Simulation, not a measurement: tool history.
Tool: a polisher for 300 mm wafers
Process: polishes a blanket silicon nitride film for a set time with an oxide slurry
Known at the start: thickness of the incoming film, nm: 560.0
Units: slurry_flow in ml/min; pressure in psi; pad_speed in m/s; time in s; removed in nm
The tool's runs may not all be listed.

run 1 day=0.000 | slurry_flow=195 pressure=2.6 pad_speed=1.20 slurry_solids=1.0 time=113 | removed=70.930
run 2 day=0.200 | slurry_flow=195 pressure=2.7 pad_speed=1.20 slurry_solids=1.0 time=113 | removed=72.679
run 3 day=0.571 | slurry_flow=195 pressure=2.7 pad_speed=1.20 slurry_solids=1.1 time=113 | removed=78.781
run 4 day=0.875 | slurry_flow=195 pressure=3.3 pad_speed=1.20 slurry_solids=1.1 time=113 | removed=94.659
run 5 day=1.171 | slurry_flow=170 pressure=3.3 pad_speed=1.20 slurry_solids=1.1 time=113 | removed=91.362
run 6 day=1.483 | slurry_flow=170 pressure=3.3 pad_speed=1.20 slurry_solids=1.1 time=119 | removed=96.561
run 7 day=1.517 | slurry_flow=165 pressure=3.2 pad_speed=1.20 slurry_solids=1.1 time=119 | removed=91.293

Forecast run 8:
run 8 day=1.600 | slurry_flow=160 pressure=3.2 pad_speed=1.20 slurry_solids=1.1 time=119 | removed=?

Run 8 gave removed 93.320 nm.
